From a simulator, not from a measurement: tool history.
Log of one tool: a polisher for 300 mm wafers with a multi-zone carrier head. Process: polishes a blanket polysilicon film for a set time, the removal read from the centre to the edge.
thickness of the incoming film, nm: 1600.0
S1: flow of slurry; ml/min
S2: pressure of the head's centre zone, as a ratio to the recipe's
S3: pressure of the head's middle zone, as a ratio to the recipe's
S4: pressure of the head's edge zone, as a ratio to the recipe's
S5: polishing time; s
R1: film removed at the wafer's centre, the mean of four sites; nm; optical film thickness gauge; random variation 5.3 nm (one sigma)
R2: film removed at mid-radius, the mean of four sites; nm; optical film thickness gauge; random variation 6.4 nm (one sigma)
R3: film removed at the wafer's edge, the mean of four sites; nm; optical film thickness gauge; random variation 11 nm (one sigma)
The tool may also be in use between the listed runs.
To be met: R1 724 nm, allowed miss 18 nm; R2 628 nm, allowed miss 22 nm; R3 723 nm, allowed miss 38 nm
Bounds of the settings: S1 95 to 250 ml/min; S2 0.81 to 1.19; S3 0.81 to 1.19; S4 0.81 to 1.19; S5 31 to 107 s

{"run": 1, "hour": 0.0, "S1": 160, "S2": 1, "S3": 1, "S4": 1, "S5": 69, "R1": 607.55, "R2": 586.83, "R3": 624.1}
{"run": 2, "hour": 5.9, "S1": 145, "S2": 1, "S3": 1, "S4": 1, "S5": 69, "R1": 597.22, "R2": 588.37, "R3": 593.99}
{"run": 3, "hour": 13.2, "S1": 145, "S2": 1, "S3": 1, "S4": 1.05, "S5": 69, "R1": 605.85, "R2": 576.41, "R3": 634.29}
{"run": 4, "hour": 15.9, "S1": 145, "S2": 1, "S3": 1, "S4": 0.97, "S5": 69, "R1": 599.69, "R2": 584.51, "R3": 583.07}
{"run": 5, "hour": 23.2, "S1": 160, "S2": 1.02, "S3": 1, "S4": 0.99, "S5": 69, "R1": 615.87, "R2": 583.68, "R3": 604.75}
{"run": 6, "hour": 27.8, "S1": 185, "S2": 1.02, "S3": 1, "S4": 0.99, "S5": 69, "R1": 627.88, "R2": 596.03, "R3": 606.83}
{"run": 7, "hour": 35.3, "S1": 190, "S2": 1.04, "S3": 1.01, "S4": 1.03, "S5": 70, "R1": 638.75, "R2": 610.6, "R3": 643.98}
{"run": 8, "hour": 36.1, "S1": 195, "S2": 1.07, "S3": 1.01, "S4": 1.05, "S5": 71, "R1": 665.9, "R2": 616.72, "R3": 668.97}
{"run": 9, "hour": 40.3, "S1": 200, "S2": 1.09, "S3": 1.01, "S4": 1.06, "S5": 71, "R1": 676.48, "R2": 620, "R3": 668.45}
{"run": 10, "hour": 47.5, "S1": 205, "S2": 1.1, "S3": 1.01, "S4": 1.08, "S5": 71, "R1": 689.96, "R2": 624.26, "R3": 675.65}
{"run": 11, "hour": 52.3, "S1": 205, "S2": 1.11, "S3": 1.01, "S4": 1.1, "S5": 71, "R1": 694.85, "R2": 636.67, "R3": 663.52}
{"run": 12, "hour": 54.8, "S1": 210, "S2": 1.1, "S3": 0.99, "S4": 1.11, "S5": 72, "R1": 705.98, "R2": 624.08, "R3": 678.37}

4 next moves are on the table. One of them brings every result within its allowed miss. Which?
{"run": "A", "hour": 57.3, "S1": 200, "S2": 0.98, "S3": 0.94, "S4": 1.14, "S5": 77, "R1": "?", "R2": "?", "R3": "?"}
{"run": "B", "hour": 57.3, "S1": 250, "S2": 1.08, "S3": 0.94, "S4": 1.09, "S5": 74, "R1": "?", "R2": "?", "R3": "?"}
{"run": "C", "hour": 57.3, "S1": 215, "S2": 1.13, "S3": 1.05, "S4": 1.06, "S5": 68, "R1": "?", "R2": "?", "R3": "?"}
{"run": "D", "hour": 57.3, "S1": 210, "S2": 1.19, "S3": 1.09, "S4": 1.04, "S5": 66, "R1": "?", "R2": "?", "R3": "?"}

move=A R1=688.53 R2=636.38 R3=746.69
move=B R1=729.69 R2=624.94 R3=712.88
move=C R1=683.44 R2=621.19 R3=638.07
move=D R1=688.87 R2=620.87 R3=612.1
A: brings the result that was furthest off to its target, and leaves another outside
B: meets every target
C: further off than the last run
D: further off than the last run
Answer: B
